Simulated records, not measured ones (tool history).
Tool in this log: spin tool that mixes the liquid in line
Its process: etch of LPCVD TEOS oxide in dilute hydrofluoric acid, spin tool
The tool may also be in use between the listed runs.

| run | hour | temperature setpoint of the liquid (C) | parts of water to one part of 49 % hydrofluoric acid (parts by volume) | time under the liquid (s) | thickness taken off the LPCVD TEOS oxide on a monitor wafer (angstrom) |
|---|---|---|---|---|---|
| 1 | 0.0 | 23.0 | 60 | 25 | 91.585 |
| 2 | 7.8 | 24.0 | 55 | 25 | 106.020 |
| 3 | 13.2 | 24.0 | 55 | 20 | 84.339 |
| 4 | 21.3 | 24.0 | 55 | 25 | 105.420 |
| 5 | 29.5 | 25.0 | 50 | 25 | 121.510 |
| 6 | 38.5 | 25.0 | 50 | 20 | 98.153 |
| 7 | 44.8 | 26.0 | 45 | 20 | 115.360 |
| 8 | 45.6 | 26.5 | 40 | 20 | 131.120 |
| 9 | 52.2 | 27.0 | 35 | 20 | 154.150 |
| 10 | 57.6 | 27.5 | 35 | 20 | 159.040 |
| 11 | 64.1 | 28.0 | 35 | 20 | 163.060 |
| 12 | 66.0 | 31.0 | 20 | 25 | 403.610 |

What will run 13 give?
| 13 | 72.7 | 30.5 | 20 | 25 | ? |

thickness taken off the LPCVD TEOS oxide on a monitor wafer (angstrom): 400.770
